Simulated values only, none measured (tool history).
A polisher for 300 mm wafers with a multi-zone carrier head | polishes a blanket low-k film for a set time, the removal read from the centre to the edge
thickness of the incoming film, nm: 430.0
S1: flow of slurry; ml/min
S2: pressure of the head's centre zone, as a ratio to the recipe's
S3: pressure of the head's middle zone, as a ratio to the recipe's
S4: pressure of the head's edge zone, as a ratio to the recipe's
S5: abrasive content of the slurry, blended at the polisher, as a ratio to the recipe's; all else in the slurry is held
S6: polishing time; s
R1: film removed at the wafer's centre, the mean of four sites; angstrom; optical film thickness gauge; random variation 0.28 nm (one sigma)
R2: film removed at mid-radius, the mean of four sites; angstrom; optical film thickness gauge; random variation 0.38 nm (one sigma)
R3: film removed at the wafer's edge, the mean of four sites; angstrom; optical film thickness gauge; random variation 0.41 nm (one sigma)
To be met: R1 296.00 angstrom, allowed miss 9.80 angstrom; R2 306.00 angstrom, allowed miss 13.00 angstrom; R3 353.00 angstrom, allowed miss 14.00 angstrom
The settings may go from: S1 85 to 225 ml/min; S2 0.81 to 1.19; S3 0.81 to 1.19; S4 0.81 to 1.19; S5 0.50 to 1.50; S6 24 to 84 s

run,hour,S1,S2,S3,S4,S5,S6,R1,R2,R3
1,0.0,145,1.00,1.00,1.00,1.00,54,228.29,226.96,239.09
2,0.7,150,0.99,1.00,1.03,1.10,55,238.57,246.13,263.36
3,5.6,150,0.99,1.00,1.03,1.10,45,201.71,200.71,213.01
4,12.3,150,0.99,1.00,1.03,0.95,45,184.59,193.10,196.86
5,20.0,150,0.99,1.00,1.11,0.95,45,185.35,191.22,204.66
6,28.4,150,0.99,1.00,1.11,0.95,55,222.87,238.57,254.18
7,35.4,155,0.99,1.00,1.12,1.05,55,239.20,243.09,269.83
8,42.7,160,0.98,1.01,1.13,1.15,55,243.77,261.51,277.31
# hour 43.3: centre zone pressure recalibrated
9,43.3,155,0.98,1.00,1.14,1.20,56,270.89,268.66,293.90
10,46.2,160,0.96,0.99,1.15,1.25,57,274.81,274.38,303.10
11,52.1,155,0.93,0.99,1.16,1.30,58,270.74,286.91,315.34
12,57.3,155,0.92,0.98,1.17,1.35,58,274.65,288.12,324.12

5 next moves are on the table. One of them brings every result within its allowed miss. Which?
A,62.5,160,0.98,1.11,1.13,1.15,58,?,?,?
B,62.5,140,0.92,0.96,1.18,1.40,63,?,?,?
C,62.5,170,0.99,1.09,1.10,1.10,61,?,?,?
D,62.5,170,1.03,1.12,1.12,1.20,55,?,?,?
E,62.5,165,1.00,1.18,1.09,1.45,55,?,?,?

move,R1,R2,R3
A,278.40,292.14,300.29
B,298.24,303.26,355.24
C,293.57,300.69,307.95
D,286.10,286.86,290.88
E,297.69,319.27,307.87
A: further off than the last run
B: meets every target
C: brings the result that was furthest off to its target, and leaves another outside
D: further off than the last run
E: brings the result that was furthest off to its target, and leaves another outside
The right move is B.
